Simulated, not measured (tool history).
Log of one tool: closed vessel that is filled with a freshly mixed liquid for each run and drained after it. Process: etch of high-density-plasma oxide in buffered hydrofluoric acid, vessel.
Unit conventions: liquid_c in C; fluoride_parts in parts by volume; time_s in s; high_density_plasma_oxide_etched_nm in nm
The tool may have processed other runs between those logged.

run	hour	liquid_c	fluoride_parts	time_s	high_density_plasma_oxide_etched_nm
1	0	22	18	100	110.91
2	8.6	23	18	100	117.55
3	12.5	24	18	100	124.81
4	20.2	25.5	18	100	134.64
# hour 27.9: thermometer replaced
5	27.9	23	18	100	133.28
6	34.6	23	20.5	100	117.78
7	37.1	24	19	100	133.3
8	39.2	24.5	19	100	136.97

Forecast run 9:
9	46.6	25	19	100	?

Run 9 produced high_density_plasma_oxide_etched_nm 141.3 nm.
